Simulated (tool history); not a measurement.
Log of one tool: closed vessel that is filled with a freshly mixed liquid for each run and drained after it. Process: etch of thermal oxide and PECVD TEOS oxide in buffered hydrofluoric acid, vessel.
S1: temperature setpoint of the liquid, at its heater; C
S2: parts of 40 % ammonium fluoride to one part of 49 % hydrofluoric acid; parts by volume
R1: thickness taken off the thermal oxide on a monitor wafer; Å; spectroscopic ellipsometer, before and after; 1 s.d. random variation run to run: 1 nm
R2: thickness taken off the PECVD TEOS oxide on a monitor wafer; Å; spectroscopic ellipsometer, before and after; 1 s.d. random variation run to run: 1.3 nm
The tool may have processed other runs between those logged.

run 1 hour=0 | S1=23 S2=11 time_in_the_liquid_(s)=60 | R1=541.3 R2=629.41
run 2 hour=3.2 | S1=23 S2=9.5 time_in_the_liquid_(s)=60 | R1=621.95 R2=708.21
run 3 hour=9.3 | S1=23 S2=9.5 time_in_the_liquid_(s)=75 | R1=770.39 R2=906.05
run 4 hour=13.3 | S1=24 S2=9 time_in_the_liquid_(s)=75 | R1=845.95 R2=977.68
run 5 hour=18.9 | S1=24 S2=8 time_in_the_liquid_(s)=75 | R1=960.87 R2=1106
run 6 hour=23.8 | S1=26.5 S2=8 time_in_the_liquid_(s)=75 | R1=1104.6 R2=1264.8
run 7 hour=28.7 | S1=27 S2=8 time_in_the_liquid_(s)=75 | R1=1134.9 R2=1308.8
run 8 hour=37.1 | S1=27.5 S2=8 time_in_the_liquid_(s)=75 | R1=1168.2 R2=1354.8
run 9 hour=38 | S1=28 S2=8 time_in_the_liquid_(s)=75 | R1=1187.3 R2=1368.8
-- hour=41.1 thermometer replaced
run 10 hour=41.1 | S1=28.5 S2=7.5 time_in_the_liquid_(s)=75 | R1=1398.2 R2=1606.7
run 11 hour=49.5 | S1=29 S2=7.5 time_in_the_liquid_(s)=75 | R1=1438.3 R2=1638.7
run 12 hour=58.6 | S1=30 S2=7.5 time_in_the_liquid_(s)=75 | R1=1515.2 R2=1743.3

Run 13, settings as shown, results not yet in. Your forecast:
run 13 hour=61.3 | S1=30.5 S2=7.5 time_in_the_liquid_(s)=75 | R1=? R2=?

{"run 13": {"R1": 1535.5, "R2": 1813.6}}

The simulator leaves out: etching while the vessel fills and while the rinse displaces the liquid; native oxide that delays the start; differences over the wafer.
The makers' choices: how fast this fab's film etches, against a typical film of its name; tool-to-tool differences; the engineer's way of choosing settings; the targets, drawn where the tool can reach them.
